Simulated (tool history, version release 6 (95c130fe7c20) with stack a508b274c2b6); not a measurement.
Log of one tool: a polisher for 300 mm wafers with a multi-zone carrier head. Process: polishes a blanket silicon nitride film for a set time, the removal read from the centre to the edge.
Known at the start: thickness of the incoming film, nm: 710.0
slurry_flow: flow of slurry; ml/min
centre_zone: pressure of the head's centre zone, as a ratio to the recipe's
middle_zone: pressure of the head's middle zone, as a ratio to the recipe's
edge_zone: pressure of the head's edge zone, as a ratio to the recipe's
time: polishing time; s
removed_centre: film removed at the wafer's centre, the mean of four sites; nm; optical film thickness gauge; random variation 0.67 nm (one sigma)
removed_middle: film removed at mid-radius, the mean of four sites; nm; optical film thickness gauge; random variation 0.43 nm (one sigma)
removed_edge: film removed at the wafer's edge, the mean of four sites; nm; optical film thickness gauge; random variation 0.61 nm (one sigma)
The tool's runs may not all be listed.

{"run": 1, "day": 0.0, "slurry_flow": 235, "centre_zone": 1.0, "middle_zone": 1.0, "edge_zone": 1.0, "time": 51, "removed_centre": 82.736, "removed_middle": 83.318, "removed_edge": 82.46}
{"run": 2, "day": 0.212, "slurry_flow": 235, "centre_zone": 0.93, "middle_zone": 1.0, "edge_zone": 1.0, "time": 51, "removed_centre": 76.269, "removed_middle": 83.324, "removed_edge": 83.159}
{"run": 3, "day": 0.346, "slurry_flow": 230, "centre_zone": 0.92, "middle_zone": 0.99, "edge_zone": 0.98, "time": 50, "removed_centre": 74.14, "removed_middle": 81.168, "removed_edge": 80.161}
{"run": 4, "day": 0.529, "slurry_flow": 230, "centre_zone": 0.86, "middle_zone": 0.99, "edge_zone": 0.98, "time": 50, "removed_centre": 68.716, "removed_middle": 80.948, "removed_edge": 79.832}
{"run": 5, "day": 0.617, "slurry_flow": 230, "centre_zone": 0.86, "middle_zone": 1.05, "edge_zone": 0.98, "time": 50, "removed_centre": 68.954, "removed_middle": 84.593, "removed_edge": 80.328}
{"run": 6, "day": 0.9, "slurry_flow": 225, "centre_zone": 0.86, "middle_zone": 1.02, "edge_zone": 0.96, "time": 49, "removed_centre": 66.205, "removed_middle": 80.598, "removed_edge": 77.709}
{"run": 7, "day": 0.929, "slurry_flow": 225, "centre_zone": 0.87, "middle_zone": 1.0, "edge_zone": 0.94, "time": 48, "removed_centre": 66.25, "removed_middle": 78.266, "removed_edge": 74.013}
{"run": 8, "day": 1.142, "slurry_flow": 220, "centre_zone": 0.87, "middle_zone": 0.97, "edge_zone": 0.93, "time": 48, "removed_centre": 65.316, "removed_middle": 76.233, "removed_edge": 75.486}
{"run": 9, "day": 1.279, "slurry_flow": 220, "centre_zone": 0.87, "middle_zone": 0.97, "edge_zone": 0.93, "time": 48, "removed_centre": 65.58, "removed_middle": 76.419, "removed_edge": 75.483}
{"run": 10, "day": 1.312, "slurry_flow": 220, "centre_zone": 0.88, "middle_zone": 0.96, "edge_zone": 0.92, "time": 47, "removed_centre": 64.557, "removed_middle": 74.385, "removed_edge": 72.464}

Forecast run 11:
{"run": 11, "day": 1.638, "slurry_flow": 215, "centre_zone": 0.88, "middle_zone": 0.94, "edge_zone": 0.91, "time": 47, "removed_centre": "?", "removed_middle": "?", "removed_edge": "?"}

removed_centre: 65.280 nm
removed_middle: 71.944 nm
removed_edge: 72.183 nm
